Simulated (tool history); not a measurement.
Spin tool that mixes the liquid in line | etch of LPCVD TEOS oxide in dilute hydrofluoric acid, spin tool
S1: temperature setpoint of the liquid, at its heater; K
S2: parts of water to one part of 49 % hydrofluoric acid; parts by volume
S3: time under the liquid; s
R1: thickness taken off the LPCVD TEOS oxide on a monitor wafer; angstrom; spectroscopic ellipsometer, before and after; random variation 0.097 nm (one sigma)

run  hour      S1   S2   S3       R1
  1   0.0  294.15  170  125   94.622
  2   2.0  294.15  190  125   81.881
  3   4.0  294.15  145  125  113.960
  4   9.3  294.15  175  125   91.303
  5  14.5  294.15  225  125   67.614
  6  22.8  296.15  225  125   72.615
  7  25.4  297.15  200  125   87.425
  8  29.8  298.15  180  125  101.900
  9  32.4  298.65  160  125  120.430
 10  36.0  299.15  145  125  137.440
 11  38.1  299.65  135  125  152.650
 12  40.3  300.15  130  125  160.590

Forecast run 13:
 13  47.1  300.65  125  125   ?

{"run 13": {"R1": 174.44}}
